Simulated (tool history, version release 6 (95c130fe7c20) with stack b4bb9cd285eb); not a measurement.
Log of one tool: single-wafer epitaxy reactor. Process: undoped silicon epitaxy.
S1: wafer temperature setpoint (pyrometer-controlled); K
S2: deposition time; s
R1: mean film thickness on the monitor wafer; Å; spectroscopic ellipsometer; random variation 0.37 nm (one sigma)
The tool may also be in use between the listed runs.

{"run": 1, "hour": 0.0, "S1": 908.15, "S2": 381, "R1": 422.13}
{"run": 2, "hour": 4.1, "S1": 908.15, "S2": 355, "R1": 393.42}
{"run": 3, "hour": 6.0, "S1": 914.15, "S2": 358, "R1": 468.74}
{"run": 4, "hour": 8.9, "S1": 910.15, "S2": 358, "R1": 421.78}
{"run": 5, "hour": 15.5, "S1": 904.15, "S2": 358, "R1": 361.38}
{"run": 6, "hour": 23.3, "S1": 898.15, "S2": 358, "R1": 305.06}
{"run": 7, "hour": 31.8, "S1": 905.15, "S2": 359, "R1": 370.71}
{"run": 8, "hour": 33.0, "S1": 911.15, "S2": 360, "R1": 426.24}
{"run": 9, "hour": 41.2, "S1": 916.15, "S2": 361, "R1": 495.39}

The next listed run, before its measurement:
{"run": 10, "hour": 41.9, "S1": 919.15, "S2": 361, "R1": "?"}

{"run 10": {"R1": 528.13}}
